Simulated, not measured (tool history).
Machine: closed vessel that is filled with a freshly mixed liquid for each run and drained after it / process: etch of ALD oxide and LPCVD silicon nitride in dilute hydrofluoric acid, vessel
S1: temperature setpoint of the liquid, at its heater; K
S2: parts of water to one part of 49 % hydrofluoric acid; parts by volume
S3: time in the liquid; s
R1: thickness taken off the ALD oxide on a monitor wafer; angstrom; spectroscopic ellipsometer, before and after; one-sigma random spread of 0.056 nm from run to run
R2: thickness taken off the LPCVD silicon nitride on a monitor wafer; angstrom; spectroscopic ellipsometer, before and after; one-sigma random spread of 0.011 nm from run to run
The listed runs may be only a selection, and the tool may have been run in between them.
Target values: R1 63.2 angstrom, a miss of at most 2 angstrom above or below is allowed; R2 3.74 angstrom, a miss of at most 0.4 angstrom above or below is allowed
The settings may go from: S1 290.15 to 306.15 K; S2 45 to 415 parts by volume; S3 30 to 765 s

| run | hour | S1 | S2 | S3 | R1 | R2 |
|---|---|---|---|---|---|---|
| 1 | 0 | 298.15 | 230 | 390 | 130.75 | 8.1583 |
| 2 | 7 | 298.15 | 295 | 390 | 95.832 | 6.0208 |
| 3 | 16.1 | 297.65 | 300 | 390 | 91.931 | 5.7677 |
| 4 | 20.6 | 297.65 | 300 | 280 | 65.499 | 4.4172 |
| 5 | 27.6 | 297.65 | 230 | 280 | 92.818 | 5.8312 |
| 6 | 34.2 | 297.65 | 230 | 355 | 117.51 | 7.2712 |
| 7 | 41.3 | 297.15 | 240 | 355 | 108.53 | 7.1858 |
| 8 | 49.2 | 293.15 | 270 | 290 | 66.587 | 3.636 |

Of the 4 settings listed for the next run, only one would bring every result within its allowed miss of target. Which one?
| A | 57.1 | 292.15 | 235 | 275 | ? | ? |
| B | 57.1 | 290.65 | 325 | 410 | ? | ? |
| C | 57.1 | 290.15 | 240 | 245 | ? | ? |
| D | 57.1 | 295.15 | 260 | 245 | ? | ? |

| move | R1 | R2 |
|---|---|---|
| A | 72.265 | 3.8393 |
| B | 68.049 | 3.8058 |
| C | 58.087 | 2.9373 |
| D | 63.571 | 3.7599 |
A: misses by more than the last run did
B: misses by more than the last run did
C: the result that was furthest off in the last run now lies on the other side of its target
D: hits every target within its allowed miss
D meets every target.
